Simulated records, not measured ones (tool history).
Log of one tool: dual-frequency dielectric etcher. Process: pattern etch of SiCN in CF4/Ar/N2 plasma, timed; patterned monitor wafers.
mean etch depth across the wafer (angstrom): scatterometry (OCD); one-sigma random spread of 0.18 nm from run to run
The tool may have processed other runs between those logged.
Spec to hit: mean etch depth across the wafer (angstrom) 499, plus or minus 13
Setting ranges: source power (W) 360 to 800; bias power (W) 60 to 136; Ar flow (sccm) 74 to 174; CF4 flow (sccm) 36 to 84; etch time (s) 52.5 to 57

| run | hour | source power (W) | bias power (W) | Ar flow (sccm) | CF4 flow (sccm) | etch time (s) | mean etch depth across the wafer (angstrom) |
|---|---|---|---|---|---|---|---|
| 1 | 0 | 580 | 98 | 124 | 60 | 57 | 664.69 |
| 2 | 6.3 | 540 | 97 | 124 | 60 | 57 | 626.02 |
| 3 | 9.1 | 510 | 96 | 124 | 60 | 57 | 600.76 |
| 4 | 16.9 | 580 | 96 | 124 | 60 | 57 | 660.41 |
| 5 | 21.2 | 580 | 96 | 141 | 60 | 57 | 644.26 |
| 6 | 24.7 | 580 | 110 | 141 | 60 | 57 | 684.38 |
| 7 | 32.2 | 540 | 109 | 141 | 60 | 57 | 648.31 |
| 8 | 39.5 | 500 | 107 | 142 | 60 | 57 | 606.01 |
| 9 | 43.9 | 470 | 106 | 142 | 60 | 57 | 577.8 |
| 10 | 46.6 | 450 | 105 | 142 | 60 | 57 | 560.1 |
| 11 | 51.9 | 430 | 105 | 142 | 60 | 57 | 543.89 |
| 12 | 59.7 | 420 | 105 | 142 | 60 | 57 | 535.22 |

Pick the move, out of 4, that brings all results within their allowed miss; only one does.
| A | 67.5 | 440 | 115 | 143 | 69 | 57 | ? |
| B | 67.5 | 420 | 106 | 140 | 59 | 52.5 | ? |
| C | 67.5 | 500 | 109 | 130 | 69 | 53.5 | ? |
| D | 67.5 | 400 | 100 | 147 | 54 | 54 | ? |

| move | mean etch depth across the wafer (angstrom) |
|---|---|
| A | 580.77 |
| B | 494.43 |
| C | 590.22 |
| D | 472.46 |
A: the biggest miss grows against the last run
B: in spec on every target
C: the biggest miss grows against the last run
D: takes the biggest miss from the last run beyond its target
B is the move that brings every result within its allowed miss.
